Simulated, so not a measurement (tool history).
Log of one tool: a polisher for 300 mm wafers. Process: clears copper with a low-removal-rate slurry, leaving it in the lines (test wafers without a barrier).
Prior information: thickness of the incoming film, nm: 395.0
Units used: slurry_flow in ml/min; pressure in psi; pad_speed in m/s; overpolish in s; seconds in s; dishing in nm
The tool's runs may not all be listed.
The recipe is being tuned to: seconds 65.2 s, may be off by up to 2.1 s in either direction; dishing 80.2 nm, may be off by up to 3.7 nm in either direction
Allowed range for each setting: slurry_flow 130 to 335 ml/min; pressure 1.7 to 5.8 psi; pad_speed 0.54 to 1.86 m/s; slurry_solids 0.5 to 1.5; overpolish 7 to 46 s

run  hour  slurry_flow  pressure  pad_speed  slurry_solids  overpolish  seconds  dishing
  1     0          215       3.7       1.18              1          24   89.708   58.962
  2   6.5          215       3.9       1.18              1          25   83.133   62.378
  3  14.3          215         4       1.18              1          26   81.865   65.773
  4  16.9          215         4       1.38              1          26   70.796   72.198
  5  22.6          215         4       1.38           1.05          26   70.718   71.185
  6  26.7          215         4       1.66           1.05          26    58.01   78.531
  7  30.9          210       3.9       1.66           1.05          27   60.401   77.668
  8  37.1          205       3.9       1.66           1.05          28   61.054   79.993
  9  42.7          200       3.9       1.66           1.05          28   61.477   80.006
 10  46.1          195       3.9       1.66           1.05          28   60.873   79.815

Exactly one of the 5 candidate moves below puts every result within its allowed miss. Which one?
  A  49.5          215       3.9        1.5           1.15          30        ?        ?
  B  49.5          210       4.1       1.58           0.95          26        ?        ?
  C  49.5          210       3.9        1.7            1.1          27        ?        ?
  D  49.5          195       4.2        1.7              1          28        ?        ?
  E  49.5          300       3.5       1.62           1.45          35        ?        ?

move  seconds  dishing
   A   65.757   77.657
   B   62.123    75.23
   C   58.893   77.815
   D   56.575    81.04
   E   61.984   82.757
A: each result inside its tolerance
B: moves toward the targets from the last run without getting all of them in spec
C: lands further from the targets than the last run did
D: lands further from the targets than the last run did
E: moves toward the targets from the last run without getting all of them in spec
Answer: A
